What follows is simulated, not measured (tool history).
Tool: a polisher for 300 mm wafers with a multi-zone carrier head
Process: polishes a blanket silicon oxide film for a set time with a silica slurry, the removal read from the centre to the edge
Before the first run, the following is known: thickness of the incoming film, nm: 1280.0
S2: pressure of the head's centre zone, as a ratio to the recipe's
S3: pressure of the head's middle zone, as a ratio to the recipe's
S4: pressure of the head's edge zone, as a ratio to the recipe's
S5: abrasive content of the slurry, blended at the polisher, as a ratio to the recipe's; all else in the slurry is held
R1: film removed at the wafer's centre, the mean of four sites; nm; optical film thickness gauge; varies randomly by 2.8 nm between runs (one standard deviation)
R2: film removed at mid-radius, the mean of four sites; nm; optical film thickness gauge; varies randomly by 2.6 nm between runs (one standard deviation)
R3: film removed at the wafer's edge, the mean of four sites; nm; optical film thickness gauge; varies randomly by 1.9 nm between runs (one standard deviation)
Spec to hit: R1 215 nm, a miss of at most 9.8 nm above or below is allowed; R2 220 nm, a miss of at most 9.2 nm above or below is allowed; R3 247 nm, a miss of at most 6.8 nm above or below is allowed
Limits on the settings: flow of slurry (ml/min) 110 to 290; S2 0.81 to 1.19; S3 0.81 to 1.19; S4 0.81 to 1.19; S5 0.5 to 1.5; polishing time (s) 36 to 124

{"run": 1, "hour": 0.0, "flow of slurry (ml/min)": 185, "S2": 1, "S3": 1, "S4": 1, "S5": 1, "polishing time (s)": 79, "R1": 276.13, "R2": 291.45, "R3": 289.87}
{"run": 2, "hour": 5.8, "flow of slurry (ml/min)": 180, "S2": 0.98, "S3": 0.98, "S4": 0.99, "S5": 0.95, "polishing time (s)": 79, "R1": 271.39, "R2": 276.45, "R3": 282.66}
{"run": 3, "hour": 11.1, "flow of slurry (ml/min)": 140, "S2": 0.98, "S3": 0.98, "S4": 0.99, "S5": 0.95, "polishing time (s)": 79, "R1": 258.17, "R2": 268.94, "R3": 272.6}
{"run": 4, "hour": 14.8, "flow of slurry (ml/min)": 135, "S2": 0.96, "S3": 0.97, "S4": 0.99, "S5": 0.95, "polishing time (s)": 79, "R1": 252.07, "R2": 263.9, "R3": 274.32}
{"run": 5, "hour": 18.3, "flow of slurry (ml/min)": 135, "S2": 0.96, "S3": 0.97, "S4": 0.99, "S5": 0.95, "polishing time (s)": 62, "R1": 195.96, "R2": 209.1, "R3": 216.2}
{"run": 6, "hour": 27.0, "flow of slurry (ml/min)": 145, "S2": 0.96, "S3": 0.97, "S4": 1.01, "S5": 0.95, "polishing time (s)": 62, "R1": 203.77, "R2": 210.69, "R3": 216.91}
{"run": 7, "hour": 30.7, "flow of slurry (ml/min)": 150, "S2": 0.94, "S3": 0.96, "S4": 1.02, "S5": 1, "polishing time (s)": 62, "R1": 198.18, "R2": 214.1, "R3": 226.85}
{"run": 8, "hour": 36.7, "flow of slurry (ml/min)": 155, "S2": 0.94, "S3": 0.96, "S4": 1.03, "S5": 1, "polishing time (s)": 62, "R1": 198.15, "R2": 216.06, "R3": 226.96}
{"run": 9, "hour": 41.2, "flow of slurry (ml/min)": 160, "S2": 0.94, "S3": 0.95, "S4": 1.04, "S5": 1, "polishing time (s)": 62, "R1": 201.79, "R2": 215.01, "R3": 224.08}
{"run": 10, "hour": 48.0, "flow of slurry (ml/min)": 160, "S2": 0.94, "S3": 0.93, "S4": 1.04, "S5": 1.05, "polishing time (s)": 62, "R1": 210.76, "R2": 211.63, "R3": 233.65}
{"run": 11, "hour": 49.0, "flow of slurry (ml/min)": 165, "S2": 0.94, "S3": 0.93, "S4": 1.05, "S5": 1.05, "polishing time (s)": 62, "R1": 204.66, "R2": 216.95, "R3": 231.24}
{"run": 12, "hour": 54.2, "flow of slurry (ml/min)": 165, "S2": 0.94, "S3": 0.92, "S4": 1.05, "S5": 1.05, "polishing time (s)": 62, "R1": 205.93, "R2": 213.58, "R3": 235.28}
{"run": 13, "hour": 62.8, "flow of slurry (ml/min)": 170, "S2": 0.94, "S3": 0.92, "S4": 1.05, "S5": 1.05, "polishing time (s)": 62, "R1": 208.54, "R2": 216.02, "R3": 236.75}
{"run": 14, "hour": 67.5, "flow of slurry (ml/min)": 175, "S2": 0.94, "S3": 0.92, "S4": 1.05, "S5": 1.05, "polishing time (s)": 62, "R1": 211.07, "R2": 209.25, "R3": 236.79}
{"run": 15, "hour": 68.0, "flow of slurry (ml/min)": 180, "S2": 0.94, "S3": 0.92, "S4": 1.05, "S5": 1.05, "polishing time (s)": 62, "R1": 213.06, "R2": 213.99, "R3": 234.89}
{"run": 16, "hour": 71.4, "flow of slurry (ml/min)": 180, "S2": 0.94, "S3": 0.92, "S4": 1.06, "S5": 1.05, "polishing time (s)": 62, "R1": 212.97, "R2": 217.7, "R3": 237.28}

Which one of the following 5 next-run settings gets every result inside its allowed miss? There is exactly one.
{"run": "A", "hour": 74.8, "flow of slurry (ml/min)": 215, "S2": 0.96, "S3": 0.99, "S4": 1.09, "S5": 1.1, "polishing time (s)": 57, "R1": "?", "R2": "?", "R3": "?"}
{"run": "B", "hour": 74.8, "flow of slurry (ml/min)": 185, "S2": 0.97, "S3": 0.84, "S4": 1.01, "S5": 1.15, "polishing time (s)": 61, "R1": "?", "R2": "?", "R3": "?"}
{"run": "C", "hour": 74.8, "flow of slurry (ml/min)": 150, "S2": 0.96, "S3": 0.94, "S4": 1.13, "S5": 1.15, "polishing time (s)": 61, "R1": "?", "R2": "?", "R3": "?"}
{"run": "D", "hour": 74.8, "flow of slurry (ml/min)": 290, "S2": 0.93, "S3": 0.98, "S4": 1.02, "S5": 0.85, "polishing time (s)": 63, "R1": "?", "R2": "?", "R3": "?"}
{"run": "E", "hour": 74.8, "flow of slurry (ml/min)": 185, "S2": 1, "S3": 0.96, "S4": 1.04, "S5": 1.05, "polishing time (s)": 62, "R1": "?", "R2": "?", "R3": "?"}

move=A R1=205.99 R2=220.88 R3=227.41
move=B R1=222.2 R2=206.3 R3=235.95
move=C R1=214.03 R2=220.88 R3=244.76
move=D R1=205.41 R2=224.84 R3=224.23
move=E R1=225.1 R2=226.18 R3=234.57
A: lands further from the targets than the last run did
B: lands further from the targets than the last run did
C: every result within its allowed miss
D: lands further from the targets than the last run did
E: lands further from the targets than the last run did
The move that meets every target is C.

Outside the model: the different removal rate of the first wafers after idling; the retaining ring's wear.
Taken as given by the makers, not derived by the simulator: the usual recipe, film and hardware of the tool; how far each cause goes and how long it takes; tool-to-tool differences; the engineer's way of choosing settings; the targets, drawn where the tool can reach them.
